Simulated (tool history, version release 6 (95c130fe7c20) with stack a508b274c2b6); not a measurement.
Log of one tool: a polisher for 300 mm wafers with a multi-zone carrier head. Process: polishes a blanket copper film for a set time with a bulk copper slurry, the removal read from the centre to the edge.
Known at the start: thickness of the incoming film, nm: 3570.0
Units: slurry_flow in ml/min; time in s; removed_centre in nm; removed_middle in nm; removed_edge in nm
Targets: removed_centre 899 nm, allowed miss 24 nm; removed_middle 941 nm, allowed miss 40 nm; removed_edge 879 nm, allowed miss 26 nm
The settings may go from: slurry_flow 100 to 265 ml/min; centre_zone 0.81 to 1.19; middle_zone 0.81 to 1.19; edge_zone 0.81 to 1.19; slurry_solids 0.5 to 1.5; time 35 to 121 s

| run | hour | slurry_flow | centre_zone | middle_zone | edge_zone | slurry_solids | time | removed_centre | removed_middle | removed_edge |
|---|---|---|---|---|---|---|---|---|---|---|
| 1 | 0 | 170 | 1 | 1 | 1 | 1 | 78 | 732.7 | 731.6 | 733.36 |
| 2 | 1.6 | 190 | 1 | 1 | 1 | 1 | 78 | 747.79 | 740.6 | 752.97 |
| 3 | 10 | 190 | 1 | 0.95 | 1 | 1 | 78 | 740.09 | 715.63 | 744.55 |
| 4 | 16.4 | 170 | 1 | 0.95 | 1 | 1 | 78 | 733.98 | 699.91 | 735.05 |
| 5 | 23.9 | 170 | 0.94 | 0.95 | 1 | 1 | 78 | 688.46 | 697.84 | 739.06 |
| 6 | 25.1 | 170 | 0.94 | 0.95 | 1 | 1 | 61 | 533.63 | 565.83 | 573.5 |
| 7 | 27.1 | 185 | 0.98 | 1.01 | 1.03 | 1.15 | 65 | 627.68 | 656.07 | 655.48 |
| 8 | 35.6 | 200 | 1.01 | 1.06 | 1.06 | 1.25 | 67 | 687.14 | 709.08 | 697.06 |
| 9 | 42.3 | 210 | 1.02 | 1.09 | 1.07 | 1.3 | 70 | 742.96 | 784.32 | 742.5 |
| 10 | 46.6 | 215 | 1.03 | 1.11 | 1.09 | 1.35 | 72 | 782.16 | 823.26 | 787.43 |
| 11 | 54.3 | 225 | 1.04 | 1.13 | 1.11 | 1.4 | 72 | 808.9 | 859.73 | 803.11 |
| 12 | 62.5 | 230 | 1.05 | 1.14 | 1.13 | 1.45 | 73 | 835.16 | 883.19 | 829.8 |
| 13 | 66.2 | 235 | 1.06 | 1.15 | 1.14 | 1.45 | 73 | 847.52 | 881.9 | 840.21 |
| 14 | 74.8 | 240 | 1.06 | 1.16 | 1.14 | 1.45 | 73 | 847.66 | 904.19 | 849.17 |

Which of these 4 next moves meets every target?
| A | 83.4 | 240 | 1.06 | 1.15 | 1.11 | 1.45 | 77 | ? | ? | ? |
| B | 83.4 | 220 | 1.04 | 1.03 | 1.13 | 1.4 | 74 | ? | ? | ? |
| C | 83.4 | 230 | 0.93 | 1.19 | 1.1 | 1.4 | 74 | ? | ? | ? |
| D | 83.4 | 265 | 0.99 | 1.08 | 1.19 | 1.35 | 74 | ? | ? | ? |

| move | removed_centre | removed_middle | removed_edge |
|---|---|---|---|
| A | 895.4 | 918.92 | 878.32 |
| B | 825.59 | 793.11 | 837.51 |
| C | 742.98 | 895.1 | 828.98 |
| D | 797.25 | 833.35 | 863.29 |
A: meets every target
B: further off than the last run
C: further off than the last run
D: further off than the last run
Answer: A

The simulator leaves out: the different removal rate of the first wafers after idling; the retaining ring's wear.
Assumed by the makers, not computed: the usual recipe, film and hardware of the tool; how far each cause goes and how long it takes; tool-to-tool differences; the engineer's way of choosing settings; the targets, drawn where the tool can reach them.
